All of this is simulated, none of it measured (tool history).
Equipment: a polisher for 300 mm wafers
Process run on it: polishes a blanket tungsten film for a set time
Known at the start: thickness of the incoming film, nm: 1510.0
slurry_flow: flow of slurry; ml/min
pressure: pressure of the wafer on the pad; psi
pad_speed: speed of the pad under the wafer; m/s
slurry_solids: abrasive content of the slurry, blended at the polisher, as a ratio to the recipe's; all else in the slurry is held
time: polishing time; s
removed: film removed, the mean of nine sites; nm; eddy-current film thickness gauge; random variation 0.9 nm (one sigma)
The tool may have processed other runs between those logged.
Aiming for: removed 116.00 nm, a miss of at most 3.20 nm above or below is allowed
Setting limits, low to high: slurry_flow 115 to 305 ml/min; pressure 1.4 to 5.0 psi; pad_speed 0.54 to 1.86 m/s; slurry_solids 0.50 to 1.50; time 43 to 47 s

run  hour  slurry_flow  pressure  pad_speed  slurry_solids  time  removed
  1   0.0          195       3.2       1.18           1.00    47   157.00
  2   8.5          190       3.0       1.18           1.00    47   145.64
  3  16.2          185       2.9       1.18           1.00    47   140.17
  4  17.9          185       3.6       1.18           1.00    47   174.32
  5  19.7          185       3.6       1.32           1.00    47   187.18
  6  26.7          185       3.6       1.32           1.00    43   171.65
  7  33.1          180       3.4       1.32           1.00    43   158.96
  8  42.2          170       3.3       1.32           1.00    43   155.77

Consider the 5 candidate settings below. Which is the only one whose results all fall within their allowed miss of target?
  A  51.3          135       2.9       0.92           0.95    47        ?
  B  51.3          160       2.8       1.24           0.90    43        ?
  C  51.3          175       3.9       1.24           1.15    43        ?
  D  51.3          190       2.5       1.14           0.90    44        ?
  E  51.3          200       3.3       1.42           1.05    47        ?

move  removed
   A   115.66
   B   121.55
   C   181.48
   D   107.71
   E   181.05
A: all results in spec
B: closes in on the targets versus the last run, not all within tolerance yet
C: lands further from the targets than the last run did
D: carries the result that was furthest off beyond its target, to the other side
E: lands further from the targets than the last run did
Answer: A
